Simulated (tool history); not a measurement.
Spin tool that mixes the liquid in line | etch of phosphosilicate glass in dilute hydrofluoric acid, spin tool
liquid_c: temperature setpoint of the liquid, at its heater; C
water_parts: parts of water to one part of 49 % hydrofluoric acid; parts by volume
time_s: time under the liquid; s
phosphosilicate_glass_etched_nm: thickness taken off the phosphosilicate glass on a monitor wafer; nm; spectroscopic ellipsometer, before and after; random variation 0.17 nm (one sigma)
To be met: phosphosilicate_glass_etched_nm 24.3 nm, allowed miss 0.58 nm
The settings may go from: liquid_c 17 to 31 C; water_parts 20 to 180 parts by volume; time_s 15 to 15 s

run,hour,liquid_c,water_parts,time_s,phosphosilicate_glass_etched_nm
1,0,23,100,15,8.963
2,2.3,24,95,15,9.8113
3,10.9,24,80,15,11.993
4,15.8,24.5,75,15,13.062
5,16.7,26,75,15,13.958
# hour 22.1: hydrofluoric acid flow meter replaced
6,22.1,26,75,15,15.792
7,25.2,26.5,75,15,16.133
8,29.4,27,75,15,16.355
9,35.2,27.5,75,15,16.762
10,42.7,28,75,15,17.142
11,50.2,28.5,75,15,17.308
12,57.4,29,75,15,17.943
13,60.6,29,75,15,17.901

4 next moves are on the table. One of them brings every result within its allowed miss. Which?
A,63.8,28.5,55,15,?
B,63.8,30.5,55,15,?
C,63.8,31,50,15,?
D,63.8,31,55,15,?

move,phosphosilicate_glass_etched_nm
A,24.438
B,26.432
C,29.879
D,26.95
A: meets every target
B: takes the result that was furthest off past its target
C: takes the result that was furthest off past its target
D: takes the result that was furthest off past its target
The right move is A.
